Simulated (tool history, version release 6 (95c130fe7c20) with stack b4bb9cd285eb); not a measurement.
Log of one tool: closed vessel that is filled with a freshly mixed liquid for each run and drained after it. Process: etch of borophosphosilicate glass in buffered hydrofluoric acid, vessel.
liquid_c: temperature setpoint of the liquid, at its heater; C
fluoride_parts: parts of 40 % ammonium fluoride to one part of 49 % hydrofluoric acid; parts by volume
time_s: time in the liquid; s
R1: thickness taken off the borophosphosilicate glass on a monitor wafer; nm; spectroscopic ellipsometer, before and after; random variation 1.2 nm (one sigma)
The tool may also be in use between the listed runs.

{"run": 1, "day": 0.0, "liquid_c": 23, "fluoride_parts": 18, "time_s": 95, "R1": 193.94}
{"run": 2, "day": 0.325, "liquid_c": 24, "fluoride_parts": 17.5, "time_s": 95, "R1": 209.59}
{"run": 3, "day": 0.583, "liquid_c": 24, "fluoride_parts": 13.5, "time_s": 95, "R1": 269.81}
{"run": 4, "day": 0.712, "liquid_c": 24, "fluoride_parts": 17, "time_s": 95, "R1": 216.48}
{"run": 5, "day": 0.908, "liquid_c": 25, "fluoride_parts": 16.5, "time_s": 95, "R1": 235.74}
{"run": 6, "day": 1.133, "liquid_c": 25, "fluoride_parts": 14.5, "time_s": 95, "R1": 267.3}

Run 7 comes next. What will it give?
{"run": 7, "day": 1.458, "liquid_c": 25.5, "fluoride_parts": 14.5, "time_s": 95, "R1": "?"}

{"run 7": {"R1": 276.34}}

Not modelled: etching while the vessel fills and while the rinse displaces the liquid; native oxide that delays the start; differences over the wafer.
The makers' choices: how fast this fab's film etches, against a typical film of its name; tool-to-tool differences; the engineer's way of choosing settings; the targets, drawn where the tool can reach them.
